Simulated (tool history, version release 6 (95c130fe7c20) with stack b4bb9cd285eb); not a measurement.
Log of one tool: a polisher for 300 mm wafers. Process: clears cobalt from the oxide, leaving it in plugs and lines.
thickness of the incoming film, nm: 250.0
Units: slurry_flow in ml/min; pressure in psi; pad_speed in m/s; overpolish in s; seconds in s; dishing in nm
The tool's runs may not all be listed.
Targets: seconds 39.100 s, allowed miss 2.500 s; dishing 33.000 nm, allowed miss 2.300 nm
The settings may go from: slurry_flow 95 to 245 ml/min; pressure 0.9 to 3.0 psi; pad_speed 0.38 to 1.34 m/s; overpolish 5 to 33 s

{"run": 1, "hour": 0.0, "slurry_flow": 155, "pressure": 1.9, "pad_speed": 0.86, "overpolish": 17, "seconds": 70.006, "dishing": 33.267}
{"run": 2, "hour": 6.3, "slurry_flow": 155, "pressure": 1.9, "pad_speed": 1.06, "overpolish": 17, "seconds": 57.69, "dishing": 35.085}
{"run": 3, "hour": 8.7, "slurry_flow": 125, "pressure": 1.9, "pad_speed": 1.06, "overpolish": 17, "seconds": 59.085, "dishing": 34.988}
{"run": 4, "hour": 11.8, "slurry_flow": 125, "pressure": 2.3, "pad_speed": 1.06, "overpolish": 17, "seconds": 50.175, "dishing": 35.881}
{"run": 5, "hour": 15.6, "slurry_flow": 125, "pressure": 2.4, "pad_speed": 1.06, "overpolish": 16, "seconds": 49.778, "dishing": 35.331}
{"run": 6, "hour": 24.4, "slurry_flow": 125, "pressure": 2.6, "pad_speed": 1.06, "overpolish": 16, "seconds": 47.884, "dishing": 37.535}
{"run": 7, "hour": 27.4, "slurry_flow": 125, "pressure": 2.7, "pad_speed": 1.08, "overpolish": 15, "seconds": 44.545, "dishing": 36.405}
{"run": 8, "hour": 35.6, "slurry_flow": 125, "pressure": 2.8, "pad_speed": 1.08, "overpolish": 14, "seconds": 43.992, "dishing": 35.793}
{"run": 9, "hour": 40.7, "slurry_flow": 125, "pressure": 2.8, "pad_speed": 1.08, "overpolish": 14, "seconds": 43.902, "dishing": 34.851}
{"run": 10, "hour": 42.7, "slurry_flow": 125, "pressure": 2.8, "pad_speed": 1.1, "overpolish": 13, "seconds": 42.921, "dishing": 35.116}
{"run": 11, "hour": 49.4, "slurry_flow": 125, "pressure": 2.8, "pad_speed": 1.1, "overpolish": 12, "seconds": 44.687, "dishing": 33.912}
{"run": 12, "hour": 56.3, "slurry_flow": 125, "pressure": 2.8, "pad_speed": 1.12, "overpolish": 11, "seconds": 42.918, "dishing": 32.678}

Which of these 5 next moves meets every target?
{"run": "A", "hour": 63.2, "slurry_flow": 145, "pressure": 3.0, "pad_speed": 1.32, "overpolish": 11, "seconds": "?", "dishing": "?"}
{"run": "B", "hour": 63.2, "slurry_flow": 145, "pressure": 3.0, "pad_speed": 1.26, "overpolish": 13, "seconds": "?", "dishing": "?"}
{"run": "C", "hour": 63.2, "slurry_flow": 135, "pressure": 2.4, "pad_speed": 1.12, "overpolish": 11, "seconds": "?", "dishing": "?"}
{"run": "D", "hour": 63.2, "slurry_flow": 135, "pressure": 2.7, "pad_speed": 1.1, "overpolish": 11, "seconds": "?", "dishing": "?"}
{"run": "E", "hour": 63.2, "slurry_flow": 125, "pressure": 2.9, "pad_speed": 1.18, "overpolish": 10, "seconds": "?", "dishing": "?"}

move=A seconds=33.457 dishing=36.855
move=B seconds=35.017 dishing=38.365
move=C seconds=46.952 dishing=32.000
move=D seconds=43.733 dishing=33.087
move=E seconds=38.992 dishing=33.359
A: takes the result that was furthest off past its target
B: takes the result that was furthest off past its target
C: further off than the last run
D: further off than the last run
E: meets every target
The right move is E.
